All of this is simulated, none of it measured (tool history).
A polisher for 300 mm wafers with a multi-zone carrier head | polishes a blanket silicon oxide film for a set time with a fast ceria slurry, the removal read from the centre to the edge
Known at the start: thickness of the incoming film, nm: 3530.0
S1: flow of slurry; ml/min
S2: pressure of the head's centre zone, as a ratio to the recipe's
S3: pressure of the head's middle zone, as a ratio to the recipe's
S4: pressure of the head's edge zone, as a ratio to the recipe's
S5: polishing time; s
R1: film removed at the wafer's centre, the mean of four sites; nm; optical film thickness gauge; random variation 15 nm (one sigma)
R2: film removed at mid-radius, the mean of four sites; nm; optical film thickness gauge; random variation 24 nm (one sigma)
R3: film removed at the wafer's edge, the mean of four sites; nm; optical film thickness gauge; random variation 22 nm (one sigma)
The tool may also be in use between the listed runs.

run 1 day=0 | S1=205 S2=1 S3=1 S4=1 S5=66 | R1=1445 R2=1411 R3=1431.9
run 2 day=0.142 | S1=240 S2=1 S3=1 S4=1 S5=66 | R1=1468.6 R2=1441.4 R3=1455.6
run 3 day=0.354 | S1=240 S2=1.05 S3=1 S4=1 S5=66 | R1=1548.9 R2=1437.1 R3=1456.1
run 4 day=0.638 | S1=240 S2=1.05 S3=1 S4=0.93 S5=66 | R1=1548.5 R2=1399.6 R3=1445.2
run 5 day=0.883 | S1=240 S2=1.05 S3=1.03 S4=0.93 S5=66 | R1=1548.7 R2=1460 R3=1404.7
run 6 day=1.125 | S1=275 S2=1.05 S3=1.03 S4=0.93 S5=66 | R1=1578.1 R2=1489.5 R3=1442.9
run 7 day=1.192 | S1=275 S2=1.04 S3=1.02 S4=0.94 S5=67 | R1=1584.4 R2=1485.9 R3=1501.2
run 8 day=1.421 | S1=280 S2=1.04 S3=1.01 S4=0.95 S5=68 | R1=1634.2 R2=1503.7 R3=1523.2
-- day=1.588 edge zone pressure recalibrated
run 9 day=1.588 | S1=280 S2=1.04 S3=1.01 S4=0.95 S5=68 | R1=1611.5 R2=1503.9 R3=1464.5

Run 10 comes next. What will it give?
run 10 day=1.858 | S1=260 S2=1.03 S3=1 S4=0.97 S5=70 | R1=? R2=? R3=?

R1: 1642.4 nm
R2: 1542.3 nm
R3: 1509.9 nm
